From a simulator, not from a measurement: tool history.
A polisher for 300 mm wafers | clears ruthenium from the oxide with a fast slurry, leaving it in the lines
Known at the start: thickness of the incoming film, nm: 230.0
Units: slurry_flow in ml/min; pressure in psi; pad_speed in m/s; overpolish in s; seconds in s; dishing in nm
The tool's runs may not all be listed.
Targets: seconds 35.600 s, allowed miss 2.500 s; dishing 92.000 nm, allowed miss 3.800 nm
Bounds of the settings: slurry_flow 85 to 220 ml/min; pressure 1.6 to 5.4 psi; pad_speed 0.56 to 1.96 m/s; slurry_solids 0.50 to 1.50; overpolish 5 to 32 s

run  hour  slurry_flow  pressure  pad_speed  slurry_solids  overpolish  seconds  dishing
  1   0.0          140       3.5       1.26           1.00          16   43.468   69.003
  2   6.7          140       3.6       1.26           1.00          16   43.730   73.153
  3  10.0          140       3.6       1.26           1.00          10   43.930   48.642
  4  10.9          140       3.7       1.26           1.00          11   40.098   53.511
  5  18.3          140       3.7       1.26           1.00          12   39.670   57.850
  6  25.0          140       3.7       1.26           0.85          12   45.304   52.959
  7  32.7          140       3.8       1.26           0.85          13   42.612   58.248
  8  40.9          140       3.8       1.26           0.85          14   45.134   61.608
  9  41.8          140       3.9       1.26           0.85          14   43.789   63.905
 10  46.8          140       4.0       1.26           0.85          14   43.237   63.748
 11  48.1          140       4.1       1.26           0.85          14   41.548   65.109
 12  51.7          140       4.2       1.26           0.85          14   41.062   66.676
 13  56.1          140       4.2       1.26           0.85          14   41.737   66.267

Which of these 4 next moves meets every target?
  A  60.5          105       4.3       1.56           1.00          21        ?        ?
  B  60.5          140       3.1       1.82           1.00          18        ?        ?
  C  60.5          160       4.4       1.52           0.85          19        ?        ?
  D  60.5          135       4.0       1.06           0.80          10        ?        ?

move  seconds  dishing
   A   32.793  110.600
   B   35.076   93.502
   C   32.913  102.370
   D   52.443   40.002
A: takes the result that was furthest off past its target
B: meets every target
C: takes the result that was furthest off past its target
D: further off than the last run
Move B is the one to make.
